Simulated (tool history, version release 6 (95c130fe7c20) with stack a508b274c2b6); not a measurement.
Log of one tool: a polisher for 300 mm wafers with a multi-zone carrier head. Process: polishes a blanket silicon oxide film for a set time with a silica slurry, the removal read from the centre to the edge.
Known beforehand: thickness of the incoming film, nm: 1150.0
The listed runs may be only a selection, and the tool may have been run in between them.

| run | hour | flow of slurry (ml/min) | pressure of the head's centre zone | pressure of the head's middle zone | pressure of the head's edge zone | abrasive content of the slurry | polishing time (s) | film removed at the wafer's centre (Å) | film removed at mid-radius (Å) | film removed at the wafer's edge (Å) |
|---|---|---|---|---|---|---|---|---|---|---|
| 1 | 0 | 235 | 1 | 1 | 1 | 1 | 73 | 1594.4 | 1603.1 | 1602.7 |
| 2 | 7 | 235 | 1 | 1 | 1 | 1 | 57 | 1231.9 | 1234.3 | 1266.9 |
| 3 | 15 | 245 | 1.03 | 1.04 | 1.03 | 1.1 | 57 | 1331.6 | 1325.6 | 1337 |
| 4 | 18 | 250 | 1.05 | 1.07 | 1.04 | 1.2 | 58 | 1427.5 | 1410.6 | 1423.7 |
| 5 | 23.6 | 250 | 0.97 | 1.07 | 1.04 | 1.2 | 58 | 1325.8 | 1408 | 1409.1 |
| 6 | 30.7 | 250 | 1.02 | 1.07 | 1.04 | 1.2 | 58 | 1407.3 | 1430.6 | 1423.3 |
| 7 | 35.8 | 255 | 1.04 | 1.09 | 1.05 | 1.25 | 59 | 1467 | 1491.8 | 1448 |
| 8 | 38 | 255 | 1.05 | 1.1 | 1.06 | 1.3 | 61 | 1529.6 | 1570.7 | 1529.2 |
| 9 | 44.8 | 260 | 1.07 | 1.11 | 1.07 | 1.35 | 62 | 1612.7 | 1609.8 | 1600.7 |
| 10 | 51 | 265 | 1.08 | 1.13 | 1.07 | 1.4 | 63 | 1691.7 | 1718.8 | 1674.5 |
| 11 | 56.3 | 275 | 1.09 | 1.14 | 1.07 | 1.4 | 63 | 1709.5 | 1686.9 | 1699.1 |
| 12 | 59.8 | 265 | 1.1 | 1.15 | 1.06 | 1.4 | 63 | 1708 | 1724.7 | 1622.5 |
| 13 | 67.8 | 275 | 1.11 | 1.16 | 1.06 | 1.4 | 63 | 1745 | 1782.8 | 1646.5 |

What will run 14 give?
| 14 | 74.6 | 285 | 1.12 | 1.16 | 1.06 | 1.4 | 63 | ? | ? | ? |

{"run 14": {"film removed at the wafer's centre (Å)": 1737.4, "film removed at mid-radius (Å)": 1744.3, "film removed at the wafer's edge (Å)": 1637.6}}
